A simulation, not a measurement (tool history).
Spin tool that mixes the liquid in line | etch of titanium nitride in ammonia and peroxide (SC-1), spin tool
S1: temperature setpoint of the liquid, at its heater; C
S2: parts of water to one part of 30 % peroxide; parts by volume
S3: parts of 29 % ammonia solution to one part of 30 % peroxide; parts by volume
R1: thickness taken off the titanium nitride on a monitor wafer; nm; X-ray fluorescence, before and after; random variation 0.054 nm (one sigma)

run 1 hour=0 | S1=60 S2=21 S3=0.95 time_under_the_liquid_(s)=45 | R1=5.9079
run 2 hour=8.1 | S1=62 S2=21 S3=0.95 time_under_the_liquid_(s)=45 | R1=6.7175
run 3 hour=10.3 | S1=63.5 S2=21 S3=0.95 time_under_the_liquid_(s)=45 | R1=7.4535
run 4 hour=13.7 | S1=61 S2=21 S3=0.95 time_under_the_liquid_(s)=45 | R1=6.3255
run 5 hour=15.8 | S1=61 S2=21 S3=0.75 time_under_the_liquid_(s)=45 | R1=5.9829
run 6 hour=18 | S1=68 S2=21 S3=0.75 time_under_the_liquid_(s)=45 | R1=9.4307
run 7 hour=24.3 | S1=67.5 S2=21 S3=0.75 time_under_the_liquid_(s)=45 | R1=9.141

The next listed run, before its measurement:
run 8 hour=33.3 | S1=67 S2=21 S3=0.75 time_under_the_liquid_(s)=45 | R1=?

Run 8 gave R1 8.875 nm.

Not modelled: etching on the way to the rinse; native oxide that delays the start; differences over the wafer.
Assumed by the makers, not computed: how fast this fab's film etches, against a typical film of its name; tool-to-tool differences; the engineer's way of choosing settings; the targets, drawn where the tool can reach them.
